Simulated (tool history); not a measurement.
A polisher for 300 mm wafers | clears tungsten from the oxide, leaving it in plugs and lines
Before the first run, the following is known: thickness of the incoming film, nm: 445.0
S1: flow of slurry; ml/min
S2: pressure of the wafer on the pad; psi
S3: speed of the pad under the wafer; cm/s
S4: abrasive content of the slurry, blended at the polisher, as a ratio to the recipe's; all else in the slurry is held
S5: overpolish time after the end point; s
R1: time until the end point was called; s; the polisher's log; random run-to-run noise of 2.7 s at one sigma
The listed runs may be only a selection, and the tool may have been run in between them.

Run 1, hour 0.0: S1 150 ml/min, S2 3.7 psi, S3 100 cm/s, S4 1.0, S5 4 s. Result: R1 88.045 s.
Run 2, hour 1.6: S1 150 ml/min, S2 3.7 psi, S3 100 cm/s, S4 1.0, S5 3 s. Result: R1 84.099 s.
Run 3, hour 5.8: S1 150 ml/min, S2 3.7 psi, S3 90 cm/s, S4 1.0, S5 3 s. Result: R1 96.456 s.
Run 4, hour 8.0: S1 150 ml/min, S2 3.7 psi, S3 72 cm/s, S4 1.0, S5 3 s. Result: R1 117.440 s.
Run 5, hour 16.4: S1 150 ml/min, S2 3.7 psi, S3 72 cm/s, S4 0.8, S5 3 s. Result: R1 121.720 s.
Run 6, hour 19.8: S1 150 ml/min, S2 3.7 psi, S3 84 cm/s, S4 0.8, S5 3 s. Result: R1 107.670 s.
Run 7, hour 24.4: S1 150 ml/min, S2 3.5 psi, S3 84 cm/s, S4 0.8, S5 3 s. Result: R1 115.490 s.
Run 8, hour 30.9: S1 150 ml/min, S2 3.4 psi, S3 84 cm/s, S4 0.8, S5 3 s. Result: R1 113.350 s.
Run 9, hour 36.1: S1 150 ml/min, S2 3.2 psi, S3 84 cm/s, S4 0.8, S5 3 s. Result: R1 120.260 s.
Run 10, hour 37.2: S1 150 ml/min, S2 3.1 psi, S3 84 cm/s, S4 0.8, S5 3 s. Result: R1 126.780 s.
Run 11, hour 45.4: S1 150 ml/min, S2 3.1 psi, S3 84 cm/s, S4 0.8, S5 3 s. Result: R1 126.640 s.
Run 12, hour 47.9: S1 150 ml/min, S2 3.0 psi, S3 84 cm/s, S4 0.8, S5 3 s. Result: R1 128.860 s.
Run 13, hour 48.8: S1 150 ml/min, S2 2.9 psi, S3 84 cm/s, S4 0.8, S5 3 s. Result: R1 134.520 s.

For run 14, what comes out?
Run 14, hour 51.2: S1 150 ml/min, S2 2.8 psi, S3 84 cm/s, S4 0.8, S5 3 s. Result: R1 ?.

{"run 14": {"R1": 136.91}}

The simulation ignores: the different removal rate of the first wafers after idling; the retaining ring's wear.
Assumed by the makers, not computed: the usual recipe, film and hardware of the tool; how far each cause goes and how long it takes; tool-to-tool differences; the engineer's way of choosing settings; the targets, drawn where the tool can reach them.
